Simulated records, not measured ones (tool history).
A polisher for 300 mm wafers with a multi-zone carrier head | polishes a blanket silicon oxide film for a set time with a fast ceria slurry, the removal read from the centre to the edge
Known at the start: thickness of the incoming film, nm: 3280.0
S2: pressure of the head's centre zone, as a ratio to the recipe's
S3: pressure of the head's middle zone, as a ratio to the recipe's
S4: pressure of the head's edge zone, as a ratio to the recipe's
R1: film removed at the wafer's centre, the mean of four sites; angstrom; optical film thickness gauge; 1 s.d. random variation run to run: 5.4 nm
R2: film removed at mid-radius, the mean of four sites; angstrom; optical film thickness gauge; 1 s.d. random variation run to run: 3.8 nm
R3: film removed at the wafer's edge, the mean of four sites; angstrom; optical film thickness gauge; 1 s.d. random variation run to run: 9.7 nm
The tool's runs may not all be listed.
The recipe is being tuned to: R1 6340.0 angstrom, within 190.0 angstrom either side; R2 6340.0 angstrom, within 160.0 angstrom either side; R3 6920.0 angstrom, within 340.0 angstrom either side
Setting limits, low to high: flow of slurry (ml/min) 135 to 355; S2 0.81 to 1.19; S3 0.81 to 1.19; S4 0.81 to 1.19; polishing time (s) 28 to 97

{"run": 1, "hour": 0.0, "flow of slurry (ml/min)": 225, "S2": 1.0, "S3": 1.0, "S4": 1.0, "polishing time (s)": 62, "R1": 10975.0, "R2": 11164.0, "R3": 11271.0}
{"run": 2, "hour": 1.7, "flow of slurry (ml/min)": 225, "S2": 1.0, "S3": 1.0, "S4": 1.0, "polishing time (s)": 75, "R1": 13414.0, "R2": 13433.0, "R3": 13356.0}
{"run": 3, "hour": 10.2, "flow of slurry (ml/min)": 195, "S2": 1.0, "S3": 1.0, "S4": 1.0, "polishing time (s)": 75, "R1": 12921.0, "R2": 13263.0, "R3": 13219.0}
{"run": 4, "hour": 12.2, "flow of slurry (ml/min)": 195, "S2": 1.0, "S3": 1.0, "S4": 1.0, "polishing time (s)": 67, "R1": 11513.0, "R2": 11816.0, "R3": 11960.0}
{"run": 5, "hour": 19.0, "flow of slurry (ml/min)": 200, "S2": 0.98, "S3": 0.97, "S4": 0.97, "polishing time (s)": 59, "R1": 10142.0, "R2": 10097.0, "R3": 10243.0}
{"run": 6, "hour": 21.9, "flow of slurry (ml/min)": 190, "S2": 0.95, "S3": 0.94, "S4": 0.96, "polishing time (s)": 55, "R1": 9085.0, "R2": 9092.0, "R3": 9639.3}
{"run": 7, "hour": 29.1, "flow of slurry (ml/min)": 195, "S2": 0.89, "S3": 0.87, "S4": 0.86, "polishing time (s)": 37, "R1": 5681.9, "R2": 5748.2, "R3": 6069.0}
{"run": 8, "hour": 32.5, "flow of slurry (ml/min)": 205, "S2": 0.9, "S3": 0.88, "S4": 0.89, "polishing time (s)": 37, "R1": 5842.9, "R2": 5832.0, "R3": 6476.5}

Exactly one of the 5 candidate moves below puts every result within its allowed miss. Which one?
{"run": "A", "hour": 35.9, "flow of slurry (ml/min)": 240, "S2": 0.86, "S3": 0.82, "S4": 0.87, "polishing time (s)": 41, "R1": "?", "R2": "?", "R3": "?"}
{"run": "B", "hour": 35.9, "flow of slurry (ml/min)": 250, "S2": 0.9, "S3": 0.84, "S4": 0.92, "polishing time (s)": 32, "R1": "?", "R2": "?", "R3": "?"}
{"run": "C", "hour": 35.9, "flow of slurry (ml/min)": 205, "S2": 0.88, "S3": 0.89, "S4": 0.95, "polishing time (s)": 35, "R1": "?", "R2": "?", "R3": "?"}
{"run": "D", "hour": 35.9, "flow of slurry (ml/min)": 220, "S2": 0.98, "S3": 0.93, "S4": 0.86, "polishing time (s)": 37, "R1": "?", "R2": "?", "R3": "?"}
{"run": "E", "hour": 35.9, "flow of slurry (ml/min)": 200, "S2": 0.83, "S3": 0.95, "S4": 0.89, "polishing time (s)": 36, "R1": "?", "R2": "?", "R3": "?"}

move=A R1=6359.3 R2=6266.5 R3=6900.4
move=B R1=5227.3 R2=5013.2 R3=5514.7
move=C R1=5420.0 R2=5592.4 R3=5973.0
move=D R1=6464.9 R2=6195.4 R3=6137.3
move=E R1=5234.4 R2=6051.4 R3=5977.0
A: all results in spec
B: moves away from the targets compared with the last run
C: moves away from the targets compared with the last run
D: gets the furthest-off result to its target, but another result is out of tolerance
E: moves away from the targets compared with the last run
Correct choice: A, which meets every target

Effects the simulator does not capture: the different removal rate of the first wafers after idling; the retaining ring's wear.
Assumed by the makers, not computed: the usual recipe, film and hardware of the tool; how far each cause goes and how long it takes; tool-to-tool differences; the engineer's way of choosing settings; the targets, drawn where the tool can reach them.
